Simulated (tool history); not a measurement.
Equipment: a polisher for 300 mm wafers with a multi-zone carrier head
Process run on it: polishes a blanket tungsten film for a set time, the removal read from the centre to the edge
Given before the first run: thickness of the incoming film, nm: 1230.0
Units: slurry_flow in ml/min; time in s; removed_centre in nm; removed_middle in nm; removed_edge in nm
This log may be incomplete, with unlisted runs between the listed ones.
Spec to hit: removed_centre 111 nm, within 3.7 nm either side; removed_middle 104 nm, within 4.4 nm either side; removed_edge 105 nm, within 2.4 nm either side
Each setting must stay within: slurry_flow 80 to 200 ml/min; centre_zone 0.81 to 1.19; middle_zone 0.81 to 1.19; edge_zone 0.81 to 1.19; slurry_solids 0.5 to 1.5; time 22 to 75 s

run,hour,slurry_flow,centre_zone,middle_zone,edge_zone,slurry_solids,time,removed_centre,removed_middle,removed_edge
1,0,130,1,1,1,1,48,152.13,148.13,147.87
2,5.1,130,1.07,1,1,1,48,163.32,145.94,146.88
3,7.8,130,1.07,1.04,1,1,48,161.2,154.43,148.43
4,16.2,130,1.07,1.04,1,1,41,139.07,134.24,126.05
5,23.1,130,1.07,1.13,1,1,41,136.44,139.39,125.28
6,26.1,115,1.07,1.13,1,1,41,134.42,135.35,123.74
7,33,85,0.99,1.03,0.9,0.75,40,101.1,104.05,102.41
8,36.2,90,1,1.01,0.9,0.75,40,105.13,105.3,102.33

Exercise: of the 4 proposed moves below, exactly one satisfies all targets within the stated allowed misses. Which move is it?
A,39.4,100,0.94,1.01,0.88,0.8,43,?,?,?
B,39.4,95,1.11,0.94,0.84,0.6,44,?,?,?
C,39.4,105,1.06,0.99,0.87,0.8,40,?,?,?
D,39.4,85,1.07,1.01,0.94,0.6,43,?,?,?

move,removed_centre,removed_middle,removed_edge
A,113.01,117.38,113.34
B,124.94,104.39,105.79
C,120.08,108.97,106.06
D,112.36,104,105.45
A: the furthest-off result lands on target, but another misses its tolerance
B: takes the result that was furthest off past its target
C: takes the result that was furthest off past its target
D: in spec on every target
D is the move that brings every result within its allowed miss.
